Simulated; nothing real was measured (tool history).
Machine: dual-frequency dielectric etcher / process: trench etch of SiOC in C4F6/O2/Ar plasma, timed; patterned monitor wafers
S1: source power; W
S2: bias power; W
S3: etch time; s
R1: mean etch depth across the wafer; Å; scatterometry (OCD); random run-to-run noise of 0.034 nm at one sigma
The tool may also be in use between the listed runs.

run,hour,S1,S2,S3,R1
1,0,330,243,9.5,198.41
2,8.1,330,243,8.5,177.04
3,10.1,320,242,8.5,175.38
4,16,270,242,8.5,166.84
5,17.6,270,280,8.5,179.32
6,20.1,260,276,8.5,175.96
7,21.1,250,273,8.5,173.18
8,30,240,270,8.5,169.22
9,38.4,230,268,8.5,167.17
10,40.4,230,266,8.5,166.21

What will run 11 give?
11,44.5,230,265,8.5,?

{"run 11": {"R1": 166.17}}
